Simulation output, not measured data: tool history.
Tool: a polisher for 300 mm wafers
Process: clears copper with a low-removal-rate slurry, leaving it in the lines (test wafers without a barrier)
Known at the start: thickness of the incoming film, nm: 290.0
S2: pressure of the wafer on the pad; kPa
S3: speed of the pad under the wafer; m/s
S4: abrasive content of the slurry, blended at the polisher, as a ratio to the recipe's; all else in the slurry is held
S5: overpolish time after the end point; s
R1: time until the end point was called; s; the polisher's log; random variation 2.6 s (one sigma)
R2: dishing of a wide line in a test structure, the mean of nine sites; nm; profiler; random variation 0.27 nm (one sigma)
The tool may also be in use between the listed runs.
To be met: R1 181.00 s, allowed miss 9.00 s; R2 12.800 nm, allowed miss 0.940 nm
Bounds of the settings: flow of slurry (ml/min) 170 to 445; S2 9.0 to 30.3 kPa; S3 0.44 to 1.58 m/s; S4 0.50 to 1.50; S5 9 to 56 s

Run 1, hour 0.0: flow of slurry (ml/min) 285, S2 19.3 kPa, S3 1.00 m/s, S4 1.00, S5 29 s. Result: R1 128.70 s, R2 41.096 nm.
Run 2, hour 6.6: flow of slurry (ml/min) 285, S2 19.3 kPa, S3 1.12 m/s, S4 1.00, S5 29 s. Result: R1 120.99 s, R2 47.328 nm.
Run 3, hour 10.4: flow of slurry (ml/min) 300, S2 19.3 kPa, S3 0.94 m/s, S4 1.05, S5 24 s. Result: R1 137.41 s, R2 34.034 nm.
Run 4, hour 11.1: flow of slurry (ml/min) 280, S2 20.0 kPa, S3 0.80 m/s, S4 1.05, S5 20 s. Result: R1 153.25 s, R2 25.829 nm.
Run 5, hour 18.0: flow of slurry (ml/min) 280, S2 20.0 kPa, S3 0.80 m/s, S4 1.05, S5 26 s. Result: R1 154.84 s, R2 34.108 nm.
Run 6, hour 23.6: flow of slurry (ml/min) 280, S2 16.5 kPa, S3 0.80 m/s, S4 1.05, S5 26 s. Result: R1 186.16 s, R2 28.080 nm.
Run 7, hour 27.0: flow of slurry (ml/min) 280, S2 16.5 kPa, S3 0.80 m/s, S4 1.05, S5 26 s. Result: R1 189.55 s, R2 27.585 nm.
Run 8, hour 32.5: flow of slurry (ml/min) 300, S2 16.5 kPa, S3 0.80 m/s, S4 0.90, S5 22 s. Result: R1 193.09 s, R2 22.292 nm.
Run 9, hour 35.3: flow of slurry (ml/min) 310, S2 17.2 kPa, S3 0.80 m/s, S4 0.80, S5 19 s. Result: R1 188.81 s, R2 21.141 nm.
Run 10, hour 40.1: flow of slurry (ml/min) 345, S2 17.2 kPa, S3 0.80 m/s, S4 0.70, S5 16 s. Result: R1 187.07 s, R2 17.358 nm.
Run 11, hour 44.7: flow of slurry (ml/min) 360, S2 17.2 kPa, S3 0.80 m/s, S4 0.70, S5 14 s. Result: R1 189.77 s, R2 15.221 nm.
Run 12, hour 52.0: flow of slurry (ml/min) 370, S2 17.2 kPa, S3 0.80 m/s, S4 0.70, S5 13 s. Result: R1 187.25 s, R2 14.460 nm.
Run 13, hour 60.8: flow of slurry (ml/min) 415, S2 17.2 kPa, S3 0.80 m/s, S4 0.70, S5 9 s. Result: R1 182.92 s, R2 10.520 nm.
Run 14, hour 66.1: flow of slurry (ml/min) 405, S2 17.2 kPa, S3 0.80 m/s, S4 0.70, S5 9 s. Result: R1 183.27 s, R2 10.204 nm.

5 next moves are on the table. One of them brings every result within its allowed miss. Which?
Run A, hour 71.4: flow of slurry (ml/min) 385, S2 16.5 kPa, S3 0.76 m/s, S4 0.70, S5 15 s. Result: R1 ?, R2 ?.
Run B, hour 71.4: flow of slurry (ml/min) 445, S2 13.1 kPa, S3 0.98 m/s, S4 1.05, S5 11 s. Result: R1 ?, R2 ?.
Run C, hour 71.4: flow of slurry (ml/min) 430, S2 16.5 kPa, S3 0.82 m/s, S4 0.75, S5 14 s. Result: R1 ?, R2 ?.
Run D, hour 71.4: flow of slurry (ml/min) 385, S2 18.6 kPa, S3 0.74 m/s, S4 0.85, S5 9 s. Result: R1 ?, R2 ?.
Run E, hour 71.4: flow of slurry (ml/min) 425, S2 17.2 kPa, S3 0.86 m/s, S4 0.60, S5 9 s. Result: R1 ?, R2 ?.

move      R1      R2
   A  201.49  15.424
   B  180.59  12.702
   C  183.83  15.756
   D  179.58  10.609
   E  175.15  10.855
A: takes the result that was furthest off past its target
B: meets every target
C: takes the result that was furthest off past its target
D: nearer than the last run, and not there yet
E: nearer than the last run, and not there yet
The right move is B.
